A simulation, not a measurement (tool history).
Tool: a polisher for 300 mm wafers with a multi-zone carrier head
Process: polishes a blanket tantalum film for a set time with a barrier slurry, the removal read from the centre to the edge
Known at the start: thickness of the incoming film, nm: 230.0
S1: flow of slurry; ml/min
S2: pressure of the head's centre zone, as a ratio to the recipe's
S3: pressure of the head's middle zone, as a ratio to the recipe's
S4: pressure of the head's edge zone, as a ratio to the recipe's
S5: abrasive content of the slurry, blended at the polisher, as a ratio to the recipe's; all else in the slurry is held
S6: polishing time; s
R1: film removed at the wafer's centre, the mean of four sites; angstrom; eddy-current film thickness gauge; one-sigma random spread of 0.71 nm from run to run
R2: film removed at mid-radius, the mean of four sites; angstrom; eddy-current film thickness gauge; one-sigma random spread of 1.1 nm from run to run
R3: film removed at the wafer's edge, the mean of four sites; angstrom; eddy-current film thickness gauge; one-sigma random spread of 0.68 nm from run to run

run 1 hour=0 | S1=165 S2=1 S3=1 S4=1 S5=1 S6=45 | R1=872.17 R2=842.74 R3=845.01
run 2 hour=7.6 | S1=195 S2=1 S3=1 S4=1 S5=1 S6=45 | R1=888.95 R2=848.96 R3=854.14
run 3 hour=9.6 | S1=200 S2=1.02 S3=1.02 S4=1.01 S5=1 S6=45 | R1=902.47 R2=882.29 R3=842.67
run 4 hour=13.1 | S1=200 S2=1.02 S3=1.02 S4=1.08 S5=1 S6=45 | R1=902.5 R2=895.05 R3=887.6
run 5 hour=22.1 | S1=200 S2=1.02 S3=1.02 S4=1 S5=1 S6=45 | R1=914.93 R2=875.92 R3=861.12
run 6 hour=30 | S1=175 S2=1.02 S3=1.02 S4=1 S5=1 S6=45 | R1=887.06 R2=868.86 R3=831.49
run 7 hour=38.6 | S1=185 S2=1.04 S3=1.03 S4=1.01 S5=1 S6=45 | R1=921.36 R2=884.35 R3=854.78
run 8 hour=47.2 | S1=235 S2=1.12 S3=1.13 S4=0.95 S5=1.05 S6=45 | R1=1048.7 R2=994.56 R3=854.8
run 9 hour=53.1 | S1=235 S2=1.12 S3=1.13 S4=0.96 S5=1.05 S6=45 | R1=1037.9 R2=1017.4 R3=869.57
run 10 hour=56.1 | S1=235 S2=1.12 S3=1.13 S4=0.97 S5=1.05 S6=45 | R1=1034.5 R2=1004 R3=868.78
run 11 hour=63.7 | S1=235 S2=1.12 S3=1.13 S4=0.98 S5=1.05 S6=45 | R1=1033.7 R2=1025.2 R3=872.22

Run 12 is up next; what results do you expect?
run 12 hour=66.4 | S1=235 S2=1.12 S3=1.12 S4=0.99 S5=1.05 S6=45 | R1=? R2=? R3=?

{"run 12": {"R1": 1039.5, "R2": 998.53, "R3": 880.02}}
